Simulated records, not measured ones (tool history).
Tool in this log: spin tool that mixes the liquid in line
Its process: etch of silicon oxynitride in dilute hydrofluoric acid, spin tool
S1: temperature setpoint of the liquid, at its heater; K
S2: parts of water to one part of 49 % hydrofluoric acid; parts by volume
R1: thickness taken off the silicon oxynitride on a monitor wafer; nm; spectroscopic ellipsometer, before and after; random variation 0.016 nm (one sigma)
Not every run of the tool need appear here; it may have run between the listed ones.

run 1 hour=0.0 | S1=294.15 S2=235 time_under_the_liquid_(s)=45 | R1=0.39480
run 2 hour=6.3 | S1=294.15 S2=170 time_under_the_liquid_(s)=45 | R1=0.57616
run 3 hour=14.0 | S1=291.65 S2=170 time_under_the_liquid_(s)=45 | R1=0.48552
run 4 hour=15.5 | S1=291.65 S2=170 time_under_the_liquid_(s)=45 | R1=0.50400
run 5 hour=18.6 | S1=291.65 S2=250 time_under_the_liquid_(s)=45 | R1=0.33203
run 6 hour=19.3 | S1=291.65 S2=250 time_under_the_liquid_(s)=20 | R1=0.14764
run 7 hour=25.2 | S1=293.65 S2=235 time_under_the_liquid_(s)=20 | R1=0.16834
run 8 hour=28.5 | S1=293.65 S2=195 time_under_the_liquid_(s)=20 | R1=0.21141
run 9 hour=33.9 | S1=293.65 S2=160 time_under_the_liquid_(s)=25 | R1=0.33217

Forecast run 10:
run 10 hour=38.9 | S1=293.65 S2=135 time_under_the_liquid_(s)=25 | R1=?

R1: 0.39524 nm
